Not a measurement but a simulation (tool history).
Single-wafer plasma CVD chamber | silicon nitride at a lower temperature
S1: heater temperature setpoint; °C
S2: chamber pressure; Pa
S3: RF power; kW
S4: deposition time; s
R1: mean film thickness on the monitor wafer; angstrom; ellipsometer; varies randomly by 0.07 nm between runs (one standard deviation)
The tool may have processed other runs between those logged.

Run 1, hour 0.0: S1 340 °C, S2 247 Pa, S3 0.370 kW, S4 15.0 s. Result: R1 235.25 angstrom.
Run 2, hour 1.1: S1 340 °C, S2 232 Pa, S3 0.355 kW, S4 14.9 s. Result: R1 223.01 angstrom.
Run 3, hour 4.8: S1 340 °C, S2 219 Pa, S3 0.350 kW, S4 14.9 s. Result: R1 215.93 angstrom.
Run 4, hour 8.5: S1 330 °C, S2 219 Pa, S3 0.350 kW, S4 14.9 s. Result: R1 215.61 angstrom.
Run 5, hour 16.9: S1 330 °C, S2 209 Pa, S3 0.345 kW, S4 14.9 s. Result: R1 211.14 angstrom.
Run 6, hour 17.5: S1 330 °C, S2 203 Pa, S3 0.345 kW, S4 14.9 s. Result: R1 207.73 angstrom.
Run 7, hour 26.5: S1 330 °C, S2 199 Pa, S3 0.345 kW, S4 14.9 s. Result: R1 207.58 angstrom.

For run 8, what comes out?
Run 8, hour 30.6: S1 330 °C, S2 199 Pa, S3 0.345 kW, S4 14.9 s. Result: R1 ?.

R1: 206.44 angstrom
